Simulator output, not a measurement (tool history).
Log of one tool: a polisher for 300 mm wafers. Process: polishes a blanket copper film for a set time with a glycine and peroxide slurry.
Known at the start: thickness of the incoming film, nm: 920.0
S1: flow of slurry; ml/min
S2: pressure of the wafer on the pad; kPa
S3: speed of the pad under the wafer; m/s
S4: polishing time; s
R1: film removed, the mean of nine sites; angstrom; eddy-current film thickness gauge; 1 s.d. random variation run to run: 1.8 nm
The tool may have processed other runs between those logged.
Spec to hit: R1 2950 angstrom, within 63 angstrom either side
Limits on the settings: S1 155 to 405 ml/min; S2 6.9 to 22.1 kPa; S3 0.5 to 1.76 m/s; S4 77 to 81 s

run 1 hour=0 | S1=260 S2=14.5 S3=1.12 S4=77 | R1=3308.1
run 2 hour=5.5 | S1=250 S2=13.8 S3=1.12 S4=77 | R1=3145.8
run 3 hour=6.1 | S1=250 S2=13.8 S3=1.12 S4=77 | R1=3197.9
run 4 hour=13.7 | S1=250 S2=13.8 S3=1.02 S4=77 | R1=3049.2
run 5 hour=18.8 | S1=250 S2=13.8 S3=0.78 S4=77 | R1=2654.9
run 6 hour=22.8 | S1=255 S2=14.5 S3=0.78 S4=77 | R1=2781.9
run 7 hour=28.9 | S1=265 S2=14.5 S3=0.78 S4=77 | R1=2760
run 8 hour=30.2 | S1=265 S2=15.2 S3=0.78 S4=77 | R1=2839.9
run 9 hour=39 | S1=265 S2=15.2 S3=0.78 S4=77 | R1=2846.6

5 next moves are on the table. One of them brings every result within its allowed miss. Which?
run A hour=47.8 | S1=320 S2=13.8 S3=0.96 S4=80 | R1=?
run B hour=47.8 | S1=255 S2=17.2 S3=0.74 S4=79 | R1=?
run C hour=47.8 | S1=245 S2=16.5 S3=0.76 S4=80 | R1=?
run D hour=47.8 | S1=285 S2=14.5 S3=0.92 S4=78 | R1=?
run E hour=47.8 | S1=260 S2=15.2 S3=0.8 S4=79 | R1=?

move=A R1=3099
move=B R1=3137.3
move=C R1=3104.8
move=D R1=3040.8
move=E R1=2954.3
A: takes the biggest miss from the last run beyond its target
B: takes the biggest miss from the last run beyond its target
C: takes the biggest miss from the last run beyond its target
D: takes the biggest miss from the last run beyond its target
E: all results in spec
E is the move that brings every result within its allowed miss.

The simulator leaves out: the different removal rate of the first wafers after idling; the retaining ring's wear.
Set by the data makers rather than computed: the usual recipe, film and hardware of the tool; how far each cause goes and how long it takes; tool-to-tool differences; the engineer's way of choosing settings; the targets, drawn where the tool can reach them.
